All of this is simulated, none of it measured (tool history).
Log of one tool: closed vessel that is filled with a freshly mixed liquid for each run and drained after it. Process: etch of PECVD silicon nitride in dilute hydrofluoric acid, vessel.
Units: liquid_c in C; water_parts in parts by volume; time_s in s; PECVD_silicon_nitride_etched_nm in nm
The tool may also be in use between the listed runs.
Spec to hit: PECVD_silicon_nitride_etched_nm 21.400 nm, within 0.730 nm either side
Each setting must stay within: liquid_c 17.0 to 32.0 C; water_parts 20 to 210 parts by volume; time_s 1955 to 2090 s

run,hour,liquid_c,water_parts,time_s,PECVD_silicon_nitride_etched_nm
1,0.0,24.0,115,1955,33.276
2,7.7,22.0,115,1955,29.009
3,12.7,22.0,85,1955,39.104
4,15.9,22.0,65,1955,50.242
5,19.8,22.0,65,2090,54.429
6,25.9,20.5,80,2085,39.797
7,35.4,19.5,90,2085,32.896
8,42.0,19.5,90,2085,32.474
9,44.1,19.0,95,2085,29.903
10,48.6,18.5,100,2085,27.620

Which single option among these 5 for the next run brings every result within its allowed miss of target? Just one does.
A,53.1,18.0,75,1955,?
B,53.1,20.5,90,1955,?
C,53.1,19.0,135,2090,?
D,53.1,18.0,135,2040,?
E,53.1,18.0,125,1965,?

move,PECVD_silicon_nitride_etched_nm
A,33.412
B,33.317
C,21.674
D,19.748
E,20.488
A: moves away from the targets compared with the last run
B: moves away from the targets compared with the last run
C: all results land within tolerance of their targets
D: takes the result that was furthest off past its target
E: takes the result that was furthest off past its target
Answer: C
